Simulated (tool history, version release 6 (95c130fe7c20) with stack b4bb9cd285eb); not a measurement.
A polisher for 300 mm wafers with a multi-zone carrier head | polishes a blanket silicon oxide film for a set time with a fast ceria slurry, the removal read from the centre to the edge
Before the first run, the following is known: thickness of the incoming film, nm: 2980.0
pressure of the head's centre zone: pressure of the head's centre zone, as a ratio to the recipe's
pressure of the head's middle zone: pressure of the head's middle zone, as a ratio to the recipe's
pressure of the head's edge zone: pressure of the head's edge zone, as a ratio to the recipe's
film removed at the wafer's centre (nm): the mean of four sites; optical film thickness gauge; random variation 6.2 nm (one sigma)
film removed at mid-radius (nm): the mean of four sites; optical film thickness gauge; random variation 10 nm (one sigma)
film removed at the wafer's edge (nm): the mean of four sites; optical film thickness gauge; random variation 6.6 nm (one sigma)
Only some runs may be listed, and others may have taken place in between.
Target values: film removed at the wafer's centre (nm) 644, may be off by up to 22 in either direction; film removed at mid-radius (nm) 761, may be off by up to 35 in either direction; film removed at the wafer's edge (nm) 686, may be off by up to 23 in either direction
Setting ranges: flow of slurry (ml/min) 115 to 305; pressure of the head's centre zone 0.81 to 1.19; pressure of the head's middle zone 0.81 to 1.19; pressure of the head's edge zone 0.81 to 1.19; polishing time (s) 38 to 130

run	hour	flow of slurry (ml/min)	pressure of the head's centre zone	pressure of the head's middle zone	pressure of the head's edge zone	polishing time (s)	film removed at the wafer's centre (nm)	film removed at mid-radius (nm)	film removed at the wafer's edge (nm)
1	0	195	1	1	1	84	828.4	865.01	841.94
2	0.6	195	1	1	1	77	755.03	784.82	763.41
3	7.1	190	0.99	1	0.99	77	762.25	784.97	758.64
4	8.9	190	0.97	1.01	0.98	76	715.15	780.97	749.22
5	16.8	190	0.97	1.01	0.98	62	588.72	632.61	614.7
6	22.2	190	0.97	1.01	0.98	53	506.91	547.75	518.36
7	31	195	0.97	1.02	0.99	55	527.51	581.76	544.97
8	38.2	195	0.97	1.03	1	56	538.07	575.13	546
9	42.4	245	0.88	1.12	1.01	78	685.06	908.72	778.32
10	48.9	190	0.92	1.04	0.93	76	668.78	795.09	728.62
11	56.4	190	0.92	1.04	0.92	76	692.33	785.22	717.99
12	58.9	185	0.92	1.04	0.92	76	683.79	784.1	727.02

Which one of the following 5 next-run settings gets every result inside its allowed miss? There is exactly one.
A	61.4	185	0.97	1.09	0.9	75	?	?	?
B	61.4	150	0.96	0.83	0.94	78	?	?	?
C	61.4	140	0.83	0.99	0.98	81	?	?	?
D	61.4	140	0.98	1.06	0.9	76	?	?	?
E	61.4	175	0.91	1.04	0.9	73	?	?	?

move	film removed at the wafer's centre (nm)	film removed at mid-radius (nm)	film removed at the wafer's edge (nm)
A	704.31	817	700.03
B	693.07	696.53	723.29
C	611.67	789.16	756.3
D	678.83	771.14	682.38
E	635.87	765.58	676.94
A: misses by more than the last run did
B: misses by more than the last run did
C: carries the result that was furthest off beyond its target, to the other side
D: nearer than the last run, and not there yet
E: all results land within tolerance of their targets
So the answer is move E, the one that meets all the targets.

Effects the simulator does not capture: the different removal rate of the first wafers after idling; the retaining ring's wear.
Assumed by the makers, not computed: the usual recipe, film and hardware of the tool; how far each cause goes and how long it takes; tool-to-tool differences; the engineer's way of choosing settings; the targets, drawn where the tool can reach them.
